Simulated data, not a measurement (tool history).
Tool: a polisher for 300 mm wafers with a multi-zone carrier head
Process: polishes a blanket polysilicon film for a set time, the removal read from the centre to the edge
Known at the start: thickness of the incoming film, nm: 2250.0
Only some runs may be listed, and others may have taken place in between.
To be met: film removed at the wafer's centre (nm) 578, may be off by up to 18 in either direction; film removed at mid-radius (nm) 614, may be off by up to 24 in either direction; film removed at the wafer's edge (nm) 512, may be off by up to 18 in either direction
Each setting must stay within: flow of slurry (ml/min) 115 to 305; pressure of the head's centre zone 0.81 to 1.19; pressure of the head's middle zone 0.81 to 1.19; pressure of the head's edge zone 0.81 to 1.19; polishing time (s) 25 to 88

run,day,flow of slurry (ml/min),pressure of the head's centre zone,pressure of the head's middle zone,pressure of the head's edge zone,polishing time (s),film removed at the wafer's centre (nm),film removed at mid-radius (nm),film removed at the wafer's edge (nm)
1,0,195,1,1,1,56,892.06,913.86,875.49
2,0.196,240,1,1,1,56,921.11,928.98,879.6
3,0.342,240,1,1,1,66,1078.5,1123,1026.6
4,0.667,240,0.92,1,1,66,1002.8,1113,1049.8
5,0.842,250,0.94,1.02,0.96,57,892.11,976.08,881.75
6,1.104,250,0.94,0.96,0.96,57,879.91,939.47,888.74
7,1.4,255,0.95,0.98,0.93,50,775.09,840.31,760.38
8,1.521,260,0.96,0.98,0.91,45,707.31,756.16,695.02
9,1.717,265,0.98,1,0.89,42,673.23,718.52,629.02
10,2.058,260,0.99,1,0.87,40,647.8,674.99,599.09
11,2.146,250,0.99,1.02,0.86,39,640.39,670.09,580.21
12,2.383,245,0.99,1.03,0.85,38,621.26,658.39,563.34
13,2.621,240,0.99,1.04,0.84,37,596.15,636.68,540.41
14,2.733,235,0.99,1.04,0.83,37,592.72,637.54,529.78
15,2.933,230,0.99,1.04,0.83,37,597.27,639.29,528.68
16,3.096,225,0.99,1.03,0.83,37,589.29,625.18,537.43
17,3.117,225,0.99,1.04,0.83,37,589.26,644.5,535.12
18,3.246,225,0.99,1.04,0.83,37,586.91,631.08,528.81
19,3.342,220,0.99,1.04,0.83,37,598.38,636.79,530.03
20,3.646,215,0.99,1.04,0.83,37,599.31,624.77,529.44
21,3.867,210,0.99,1.04,0.83,37,594.98,645.37,525.92
22,4.042,210,0.99,1.03,0.83,37,598.58,620.05,528.42

Pick the move, out of 4, that brings all results within their allowed miss; only one does.
A,4.217,220,0.94,1.01,0.88,38,?,?,?
B,4.217,215,1,1.04,0.81,36,?,?,?
C,4.217,210,1.08,1,0.81,37,?,?,?
D,4.217,215,1.13,1.05,0.81,35,?,?,?

move,film removed at the wafer's centre (nm),film removed at mid-radius (nm),film removed at the wafer's edge (nm)
A,572.24,637.05,559.61
B,575.22,613.41,509.69
C,636.54,612.16,522.88
D,632.53,599.78,495.48
A: brings the result that was furthest off to its target, and leaves another outside
B: in spec on every target
C: misses by more than the last run did
D: misses by more than the last run did
Answer: B
